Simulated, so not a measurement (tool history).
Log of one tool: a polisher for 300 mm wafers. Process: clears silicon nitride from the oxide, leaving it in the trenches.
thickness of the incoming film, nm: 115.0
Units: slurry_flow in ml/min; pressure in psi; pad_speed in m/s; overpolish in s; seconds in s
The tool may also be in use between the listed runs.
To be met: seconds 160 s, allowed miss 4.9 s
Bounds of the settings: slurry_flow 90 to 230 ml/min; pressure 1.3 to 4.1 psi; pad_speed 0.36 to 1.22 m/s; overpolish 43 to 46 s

run 1 hour=0 | slurry_flow=150 pressure=2.7 pad_speed=0.78 overpolish=43 | seconds=178.73
run 2 hour=6 | slurry_flow=150 pressure=3.2 pad_speed=0.78 overpolish=43 | seconds=155.65
run 3 hour=13 | slurry_flow=150 pressure=3.7 pad_speed=0.78 overpolish=43 | seconds=137.32
run 4 hour=16.7 | slurry_flow=145 pressure=3.6 pad_speed=0.78 overpolish=43 | seconds=141.21
run 5 hour=25.3 | slurry_flow=140 pressure=3.5 pad_speed=0.78 overpolish=43 | seconds=146.33
run 6 hour=27.7 | slurry_flow=140 pressure=3.5 pad_speed=0.62 overpolish=43 | seconds=183.35
run 7 hour=36 | slurry_flow=150 pressure=3.6 pad_speed=0.62 overpolish=43 | seconds=173.5
run 8 hour=37.2 | slurry_flow=155 pressure=3.6 pad_speed=0.62 overpolish=43 | seconds=171.39
run 9 hour=40.3 | slurry_flow=160 pressure=3.6 pad_speed=0.62 overpolish=43 | seconds=171.18
run 10 hour=41.8 | slurry_flow=165 pressure=3.6 pad_speed=0.62 overpolish=43 | seconds=171.39

5 next moves are on the table. One of them brings every result within its allowed miss. Which?
run A hour=43.3 | slurry_flow=155 pressure=3.8 pad_speed=0.56 overpolish=44 | seconds=?
run B hour=43.3 | slurry_flow=150 pressure=3.9 pad_speed=0.62 overpolish=46 | seconds=?
run C hour=43.3 | slurry_flow=185 pressure=3.3 pad_speed=0.64 overpolish=46 | seconds=?
run D hour=43.3 | slurry_flow=160 pressure=3.9 pad_speed=0.5 overpolish=43 | seconds=?
run E hour=43.3 | slurry_flow=160 pressure=3.5 pad_speed=0.58 overpolish=44 | seconds=?

move=A seconds=182.36
move=B seconds=162.5
move=C seconds=176.93
move=D seconds=197.35
move=E seconds=188.89
A: further off than the last run
B: meets every target
C: further off than the last run
D: further off than the last run
E: further off than the last run
Move B is the one to make.
